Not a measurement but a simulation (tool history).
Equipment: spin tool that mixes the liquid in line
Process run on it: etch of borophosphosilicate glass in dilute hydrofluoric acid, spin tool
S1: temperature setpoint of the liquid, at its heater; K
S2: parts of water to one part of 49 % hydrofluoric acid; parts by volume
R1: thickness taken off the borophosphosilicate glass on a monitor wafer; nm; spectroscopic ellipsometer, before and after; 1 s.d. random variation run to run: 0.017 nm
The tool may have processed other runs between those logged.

Run 1, hour 0: S1 299.15 K, S2 295 parts by volume, time under the liquid (s) 15. Result: R1 4.1756 nm.
Run 2, hour 4.8: S1 299.15 K, S2 385 parts by volume, time under the liquid (s) 15. Result: R1 2.9449 nm.
Run 3, hour 7.4: S1 301.65 K, S2 365 parts by volume, time under the liquid (s) 15. Result: R1 3.4133 nm.
Run 4, hour 12.3: S1 301.65 K, S2 365 parts by volume, time under the liquid (s) 15. Result: R1 3.4138 nm.
Run 5, hour 14: S1 303.15 K, S2 345 parts by volume, time under the liquid (s) 15. Result: R1 3.8732 nm.
Run 6, hour 22.8: S1 306.65 K, S2 345 parts by volume, time under the liquid (s) 15. Result: R1 4.3273 nm.

The next listed run, before its measurement:
Run 7, hour 26.3: S1 306.65 K, S2 335 parts by volume, time under the liquid (s) 15. Result: R1 ?.

{"run 7": {"R1": 4.5123}}
